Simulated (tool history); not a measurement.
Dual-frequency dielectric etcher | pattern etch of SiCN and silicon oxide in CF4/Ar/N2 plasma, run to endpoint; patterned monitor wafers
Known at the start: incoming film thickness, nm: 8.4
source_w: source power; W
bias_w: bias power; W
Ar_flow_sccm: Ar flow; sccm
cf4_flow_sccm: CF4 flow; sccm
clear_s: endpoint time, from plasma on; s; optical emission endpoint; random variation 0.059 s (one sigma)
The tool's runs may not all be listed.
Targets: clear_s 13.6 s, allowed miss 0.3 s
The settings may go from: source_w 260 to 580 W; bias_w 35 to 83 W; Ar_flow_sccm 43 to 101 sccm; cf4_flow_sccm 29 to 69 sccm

run 1 hour=0 | source_w=420 bias_w=59 Ar_flow_sccm=72 cf4_flow_sccm=49 | clear_s=10.691
run 2 hour=2.1 | source_w=420 bias_w=65 Ar_flow_sccm=72 cf4_flow_sccm=49 | clear_s=10.324
run 3 hour=9.6 | source_w=390 bias_w=65 Ar_flow_sccm=72 cf4_flow_sccm=49 | clear_s=11.319
run 4 hour=14.4 | source_w=390 bias_w=74 Ar_flow_sccm=72 cf4_flow_sccm=49 | clear_s=10.84
-- hour=23.2 CF4 flow controller replaced
run 5 hour=23.2 | source_w=370 bias_w=74 Ar_flow_sccm=72 cf4_flow_sccm=49 | clear_s=11.665
run 6 hour=29.8 | source_w=370 bias_w=74 Ar_flow_sccm=72 cf4_flow_sccm=57 | clear_s=11.486
run 7 hour=35.4 | source_w=360 bias_w=74 Ar_flow_sccm=72 cf4_flow_sccm=57 | clear_s=11.818
run 8 hour=36.7 | source_w=350 bias_w=74 Ar_flow_sccm=72 cf4_flow_sccm=57 | clear_s=12.253
run 9 hour=44.9 | source_w=340 bias_w=74 Ar_flow_sccm=72 cf4_flow_sccm=57 | clear_s=12.694
run 10 hour=53.2 | source_w=330 bias_w=74 Ar_flow_sccm=72 cf4_flow_sccm=57 | clear_s=13.018

Which of these 5 next moves meets every target?
run A hour=61.5 | source_w=320 bias_w=82 Ar_flow_sccm=74 cf4_flow_sccm=46 | clear_s=?
run B hour=61.5 | source_w=330 bias_w=75 Ar_flow_sccm=72 cf4_flow_sccm=59 | clear_s=?
run C hour=61.5 | source_w=340 bias_w=82 Ar_flow_sccm=77 cf4_flow_sccm=62 | clear_s=?
run D hour=61.5 | source_w=350 bias_w=76 Ar_flow_sccm=75 cf4_flow_sccm=52 | clear_s=?
run E hour=61.5 | source_w=360 bias_w=73 Ar_flow_sccm=75 cf4_flow_sccm=54 | clear_s=?

move=A clear_s=13.6
move=B clear_s=13.054
move=C clear_s=12.282
move=D clear_s=12.35
move=E clear_s=12.04
A: meets every target
B: nearer than the last run, and not there yet
C: further off than the last run
D: further off than the last run
E: further off than the last run
Answer: A
